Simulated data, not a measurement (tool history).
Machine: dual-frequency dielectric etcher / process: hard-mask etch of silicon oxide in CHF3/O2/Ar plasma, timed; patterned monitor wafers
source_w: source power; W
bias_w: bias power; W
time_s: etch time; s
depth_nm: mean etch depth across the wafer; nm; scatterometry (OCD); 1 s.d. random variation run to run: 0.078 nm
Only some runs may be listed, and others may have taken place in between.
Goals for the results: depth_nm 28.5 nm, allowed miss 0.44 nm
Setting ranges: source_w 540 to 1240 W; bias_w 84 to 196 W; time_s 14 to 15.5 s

run 1 hour=0 | source_w=890 bias_w=140 time_s=15.5 | depth_nm=31.433
run 2 hour=6 | source_w=890 bias_w=128 time_s=15.5 | depth_nm=30.601
run 3 hour=11.9 | source_w=840 bias_w=127 time_s=15.5 | depth_nm=29.563
run 4 hour=13.5 | source_w=820 bias_w=127 time_s=15.5 | depth_nm=29.377
run 5 hour=22.2 | source_w=820 bias_w=106 time_s=15.5 | depth_nm=27.68
run 6 hour=27 | source_w=710 bias_w=106 time_s=15.5 | depth_nm=26.218
run 7 hour=33.4 | source_w=760 bias_w=107 time_s=15.5 | depth_nm=27.042
run 8 hour=40.3 | source_w=790 bias_w=108 time_s=15.5 | depth_nm=27.411
run 9 hour=48.5 | source_w=820 bias_w=108 time_s=15.5 | depth_nm=28.108

4 candidate next runs follow, results not yet known. Just one meets every target within its allowed miss. Identify it.
run A hour=56.7 | source_w=810 bias_w=101 time_s=15.5 | depth_nm=?
run B hour=56.7 | source_w=800 bias_w=121 time_s=15.5 | depth_nm=?
run C hour=56.7 | source_w=850 bias_w=132 time_s=14 | depth_nm=?
run D hour=56.7 | source_w=820 bias_w=100 time_s=15.5 | depth_nm=?

move=A depth_nm=27.292
move=B depth_nm=28.637
move=C depth_nm=27.239
move=D depth_nm=27.355
A: lands further from the targets than the last run did
B: all results land within tolerance of their targets
C: lands further from the targets than the last run did
D: lands further from the targets than the last run did
Answer: B

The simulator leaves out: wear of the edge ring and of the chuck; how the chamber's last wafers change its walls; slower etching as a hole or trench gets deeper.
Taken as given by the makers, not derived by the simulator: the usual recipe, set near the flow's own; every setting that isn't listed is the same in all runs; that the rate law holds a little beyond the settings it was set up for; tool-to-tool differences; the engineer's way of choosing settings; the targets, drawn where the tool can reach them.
